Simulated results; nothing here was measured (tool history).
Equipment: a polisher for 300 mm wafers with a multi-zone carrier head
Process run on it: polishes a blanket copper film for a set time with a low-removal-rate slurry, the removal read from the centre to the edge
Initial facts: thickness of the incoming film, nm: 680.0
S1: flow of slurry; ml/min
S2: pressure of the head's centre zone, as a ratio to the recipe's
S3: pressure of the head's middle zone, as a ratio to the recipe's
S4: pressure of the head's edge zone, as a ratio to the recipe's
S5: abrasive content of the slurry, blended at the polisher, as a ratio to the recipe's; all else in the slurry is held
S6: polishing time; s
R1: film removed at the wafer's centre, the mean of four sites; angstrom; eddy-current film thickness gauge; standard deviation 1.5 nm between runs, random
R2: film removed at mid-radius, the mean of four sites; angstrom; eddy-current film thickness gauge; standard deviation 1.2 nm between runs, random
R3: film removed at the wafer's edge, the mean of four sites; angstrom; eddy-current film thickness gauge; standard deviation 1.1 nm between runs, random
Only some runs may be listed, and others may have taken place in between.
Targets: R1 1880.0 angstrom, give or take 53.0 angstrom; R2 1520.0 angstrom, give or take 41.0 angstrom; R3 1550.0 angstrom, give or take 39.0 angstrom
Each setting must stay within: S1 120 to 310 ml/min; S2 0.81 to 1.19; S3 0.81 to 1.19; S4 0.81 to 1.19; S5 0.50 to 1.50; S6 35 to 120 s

run,hour,S1,S2,S3,S4,S5,S6,R1,R2,R3
1,0.0,200,1.00,1.00,1.00,1.00,77,2131.4,2133.7,2129.4
2,1.7,200,1.00,1.00,1.00,0.85,77,2033.4,1989.0,2034.7
3,3.7,200,1.00,1.07,1.00,0.85,77,2033.4,2122.4,1995.9
4,4.5,170,1.00,1.07,1.00,0.85,77,1983.8,2124.0,1999.8
5,12.0,185,1.00,1.07,1.00,0.85,77,2002.4,2089.1,1993.1
6,19.6,200,1.03,1.04,0.97,0.75,74,1911.2,1899.2,1825.3
7,26.5,200,1.06,1.00,0.93,0.70,74,1920.3,1817.4,1725.6
8,29.5,195,1.07,0.95,0.91,0.70,74,1921.6,1735.1,1737.5
9,34.2,160,1.16,0.90,0.81,0.50,71,1681.1,1330.7,1322.2
10,39.5,190,1.15,0.90,0.83,0.50,71,1701.0,1364.2,1382.1
11,44.9,210,1.16,0.91,0.85,0.50,71,1757.1,1391.5,1400.1
12,50.4,225,1.16,0.92,0.87,0.50,71,1744.2,1404.4,1438.1
13,56.5,225,1.16,0.92,0.87,0.50,71,1762.8,1430.6,1443.9

4 next moves are on the table. One of them brings every result within its allowed miss. Which?
A,62.6,225,0.99,0.94,0.90,0.60,69,?,?,?
B,62.6,245,1.15,0.92,0.90,0.55,72,?,?,?
C,62.6,240,1.11,1.03,0.84,0.50,70,?,?,?
D,62.6,205,1.00,0.97,0.98,0.50,76,?,?,?

move,R1,R2,R3
A,1610.1,1522.6,1517.5
B,1898.7,1514.0,1534.3
C,1695.9,1540.6,1374.6
D,1623.8,1562.0,1582.1
A: the worst result of the last run now meets its target, but another is out of spec
B: all results land within tolerance of their targets
C: lands further from the targets than the last run did
D: the worst result of the last run now meets its target, but another is out of spec
Correct choice: B, which meets every target
